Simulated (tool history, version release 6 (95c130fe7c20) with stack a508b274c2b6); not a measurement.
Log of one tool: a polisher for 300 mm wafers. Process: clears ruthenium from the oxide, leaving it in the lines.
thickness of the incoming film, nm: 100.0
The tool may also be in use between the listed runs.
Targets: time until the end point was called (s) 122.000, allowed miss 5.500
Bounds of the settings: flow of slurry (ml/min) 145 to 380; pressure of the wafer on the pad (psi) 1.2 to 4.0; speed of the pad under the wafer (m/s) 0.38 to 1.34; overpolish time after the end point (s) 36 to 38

run	hour	flow of slurry (ml/min)	pressure of the wafer on the pad (psi)	speed of the pad under the wafer (m/s)	overpolish time after the end point (s)	time until the end point was called (s)
1	0.0	245	2.6	0.86	36	96.887
2	5.4	245	2.8	0.86	36	90.429
3	11.1	245	2.8	0.86	38	89.000
4	18.4	245	2.8	1.04	38	74.032
5	23.5	245	2.4	1.02	38	88.941
6	29.9	270	2.4	1.02	38	89.377
7	37.5	270	2.2	1.02	38	95.374
8	40.3	270	2.0	1.02	38	101.460
9	46.6	270	1.8	1.02	38	114.770

4 next moves are on the table. One of them brings every result within its allowed miss. Which?
A	52.9	240	1.7	1.14	38	?
B	52.9	285	1.9	0.90	38	?
C	52.9	240	1.8	1.06	37	?
D	52.9	260	1.8	1.12	38	?

move	time until the end point was called (s)
A	110.850
B	123.370
C	112.680
D	105.920
A: further off than the last run
B: meets every target
C: further off than the last run
D: further off than the last run
Move B is the one to make.

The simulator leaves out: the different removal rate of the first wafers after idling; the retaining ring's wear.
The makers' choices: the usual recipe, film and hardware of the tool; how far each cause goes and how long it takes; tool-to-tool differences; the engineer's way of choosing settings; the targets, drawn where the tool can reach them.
